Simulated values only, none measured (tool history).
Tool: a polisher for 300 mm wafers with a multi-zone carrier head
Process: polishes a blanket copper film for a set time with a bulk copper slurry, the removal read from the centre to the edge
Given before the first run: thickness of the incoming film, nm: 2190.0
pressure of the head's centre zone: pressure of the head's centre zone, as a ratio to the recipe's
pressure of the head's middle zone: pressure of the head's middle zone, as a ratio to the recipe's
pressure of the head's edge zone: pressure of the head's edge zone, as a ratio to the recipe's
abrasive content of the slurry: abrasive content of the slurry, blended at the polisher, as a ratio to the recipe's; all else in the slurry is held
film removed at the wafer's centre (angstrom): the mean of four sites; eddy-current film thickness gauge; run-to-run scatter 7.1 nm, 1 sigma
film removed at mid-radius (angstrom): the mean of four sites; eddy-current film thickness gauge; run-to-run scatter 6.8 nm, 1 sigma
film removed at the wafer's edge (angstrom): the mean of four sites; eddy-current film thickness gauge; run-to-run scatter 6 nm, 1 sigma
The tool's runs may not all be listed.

run	day	flow of slurry (ml/min)	pressure of the head's centre zone	pressure of the head's middle zone	pressure of the head's edge zone	abrasive content of the slurry	polishing time (s)	film removed at the wafer's centre (angstrom)	film removed at mid-radius (angstrom)	film removed at the wafer's edge (angstrom)
1	0	130	1	1	1	1	72	4405.3	4371.6	4481
2	0.283	130	1	1	1	1	79	4945.3	4768.4	4857.6
3	0.321	135	1	1.01	1.02	1.05	79	4915.9	4798	4906.4
4	0.421	135	1	1.02	1.03	1.1	81	5164.7	5186.9	5151.1
5	0.488	135	1	1.02	0.95	1.1	81	5138.6	5126.5	4992.5
6	0.583	135	1	1.02	0.97	1.15	82	5206.5	5210.3	5131.6
7	0.904	140	1	1.02	0.99	1.2	83	5425.5	5414.7	5351.8
8	1.212	145	1	1.02	1	1.25	83	5547.1	5443.4	5412.8
9	1.35	150	1	1.02	1.01	1.3	83	5501.3	5527.9	5448.5
10	1.675	150	1	1.02	1.02	1.35	84	5663.9	5583.4	5623.3
11	2.025	150	1	1.02	1.03	1.35	84	5670.8	5644.7	5649.1
12	2.083	150	1	1.02	1.04	1.35	84	5587.3	5544.4	5574.5
13	2.108	155	1	1.02	1.04	1.35	84	5579.1	5708.5	5687.7

For run 14, what comes out?
14	2.233	185	1.02	1	1.09	1.4	84	?	?	?

For run 14 the tool returned film removed at the wafer's centre (angstrom) 6063.6, film removed at mid-radius (angstrom) 5814.4, film removed at the wafer's edge (angstrom) 5930.8.
